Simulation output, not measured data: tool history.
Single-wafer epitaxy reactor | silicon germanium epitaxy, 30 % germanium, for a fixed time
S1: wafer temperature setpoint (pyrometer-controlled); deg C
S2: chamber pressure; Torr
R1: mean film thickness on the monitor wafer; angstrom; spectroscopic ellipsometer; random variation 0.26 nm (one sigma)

run,hour,S1,S2,R1
1,0,575,16.6,334.34
2,5.9,575,13.9,317.54
3,12.7,570,13.9,283.51
4,13.6,576,14,327.29
5,21.1,576,12.6,309.28
6,26.6,581,12.7,349.19

Forecast run 7:
7,29.5,585,12.8,?

Run 7 gave R1 380.92 angstrom.
